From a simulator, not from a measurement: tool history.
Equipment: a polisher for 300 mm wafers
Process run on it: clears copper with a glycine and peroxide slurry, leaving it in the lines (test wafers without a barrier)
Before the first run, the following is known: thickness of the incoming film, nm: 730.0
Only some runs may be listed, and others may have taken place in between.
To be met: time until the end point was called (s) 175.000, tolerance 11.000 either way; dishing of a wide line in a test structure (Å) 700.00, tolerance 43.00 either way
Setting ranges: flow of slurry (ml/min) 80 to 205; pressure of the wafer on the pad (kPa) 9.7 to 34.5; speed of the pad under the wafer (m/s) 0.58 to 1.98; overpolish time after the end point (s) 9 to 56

run,hour,flow of slurry (ml/min),pressure of the wafer on the pad (kPa),speed of the pad under the wafer (m/s),overpolish time after the end point (s),time until the end point was called (s),dishing of a wide line in a test structure (Å)
1,0.0,135,22.1,1.28,29,91.567,780.21
2,6.2,165,22.1,1.28,29,88.569,806.76
3,11.1,165,19.3,1.22,31,103.360,759.28
4,16.1,165,19.3,1.22,20,108.380,629.03
5,19.1,165,17.2,1.16,25,117.460,651.49
6,25.2,165,17.2,1.04,25,133.020,634.02
7,27.9,165,15.9,1.00,28,145.340,640.45
8,29.5,165,15.2,0.98,31,156.510,654.66

4 candidate next runs follow, results not yet known. Just one meets every target within its allowed miss. Identify it.
A,31.1,190,13.8,0.88,42,?,?
B,31.1,160,13.1,0.78,37,?,?
C,31.1,205,11.0,1.08,32,?,?
D,31.1,155,15.2,0.66,45,?,?

move,time until the end point was called (s),dishing of a wide line in a test structure (Å)
A,169.670,685.15
B,196.840,607.84
C,171.480,580.08
D,199.330,682.26
A: in spec on every target
B: carries the result that was furthest off beyond its target, to the other side
C: corrects the largest miss of the last run, while another result sits out of spec
D: carries the result that was furthest off beyond its target, to the other side
Go with A: it meets all targets.
